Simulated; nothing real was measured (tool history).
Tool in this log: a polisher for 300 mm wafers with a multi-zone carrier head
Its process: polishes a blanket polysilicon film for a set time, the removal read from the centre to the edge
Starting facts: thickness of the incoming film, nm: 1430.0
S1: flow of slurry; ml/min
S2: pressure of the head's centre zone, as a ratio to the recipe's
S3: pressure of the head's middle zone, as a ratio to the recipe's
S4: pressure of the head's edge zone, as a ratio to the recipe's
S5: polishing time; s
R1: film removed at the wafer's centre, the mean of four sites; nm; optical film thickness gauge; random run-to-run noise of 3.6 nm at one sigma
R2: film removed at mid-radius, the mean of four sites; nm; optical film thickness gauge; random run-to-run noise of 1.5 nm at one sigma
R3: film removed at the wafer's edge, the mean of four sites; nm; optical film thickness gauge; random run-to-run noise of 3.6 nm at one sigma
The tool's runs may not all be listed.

run  hour   S1    S2    S3    S4  S5      R1      R2      R3
  1     0  310     1     1     1  76  355.35  352.88  357.99
  2   5.4  310     1     1     1  58  268.37  270.61  266.89
  3    13  310     1     1  1.04  58  269.35  269.32  272.68
  4  20.7  310     1     1  1.04  39  184.98  181.46   187.5
  5  29.5  310     1     1  1.09  39  176.66  182.68  183.95
  6  34.4  305  0.99     1  1.03  42  190.28  196.48  197.11
  7  39.7  315     1  0.99  1.03  45  208.99  209.83  207.28
  8  45.2  305  1.03  1.01  1.05  47  217.59  219.14  222.93
  9  47.8  320  1.05  1.01  1.05  47  228.82  221.39  225.58

Run 10 has not been measured yet. What should we expect?
 10  52.7  330  1.06  1.01  1.06  47   ?   ?   ?

{"run 10": {"R1": 234.76, "R2": 219.42, "R3": 219.07}}

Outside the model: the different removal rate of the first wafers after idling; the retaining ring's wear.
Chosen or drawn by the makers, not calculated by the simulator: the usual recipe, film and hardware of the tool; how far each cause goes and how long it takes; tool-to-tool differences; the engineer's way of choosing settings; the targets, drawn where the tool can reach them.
